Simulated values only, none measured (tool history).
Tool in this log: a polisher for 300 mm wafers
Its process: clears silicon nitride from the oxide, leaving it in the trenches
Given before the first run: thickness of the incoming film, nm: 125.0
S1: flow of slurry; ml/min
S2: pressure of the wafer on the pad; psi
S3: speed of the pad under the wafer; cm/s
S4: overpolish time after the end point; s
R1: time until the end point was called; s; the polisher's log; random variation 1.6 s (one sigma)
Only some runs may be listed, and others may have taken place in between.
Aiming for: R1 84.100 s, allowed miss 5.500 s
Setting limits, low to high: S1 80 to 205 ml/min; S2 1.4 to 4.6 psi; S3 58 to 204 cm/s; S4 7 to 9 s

run    day   S1   S2   S3  S4       R1
  1  0.000  135  3.0  130   9  106.980
  2  0.212  135  3.1  130   9  103.160
  3  0.312  135  3.2  130   9  101.380
  4  0.667  135  3.2  130   9  103.860
  5  0.704  135  2.5  130   9  132.270
  6  1.079  135  2.5  130   9  128.280
  7  1.254  135  2.5  130   9  129.710
  8  1.525  135  2.7  132   9  119.690

Exercise: of the 4 proposed moves below, exactly one satisfies all targets within the stated allowed misses. Which move is it?
  A  1.796  155  3.3  150   7   ?
  B  1.796  155  2.9  148   8   ?
  C  1.796  130  2.1  108   8   ?
  D  1.796  120  2.8  166   7   ?

move       R1
   A   85.493
   B   98.094
   C  180.800
   D   94.599
A: all results land within tolerance of their targets
B: closer than the last run, but not yet in spec
C: the biggest miss grows against the last run
D: closer than the last run, but not yet in spec
Answer: A

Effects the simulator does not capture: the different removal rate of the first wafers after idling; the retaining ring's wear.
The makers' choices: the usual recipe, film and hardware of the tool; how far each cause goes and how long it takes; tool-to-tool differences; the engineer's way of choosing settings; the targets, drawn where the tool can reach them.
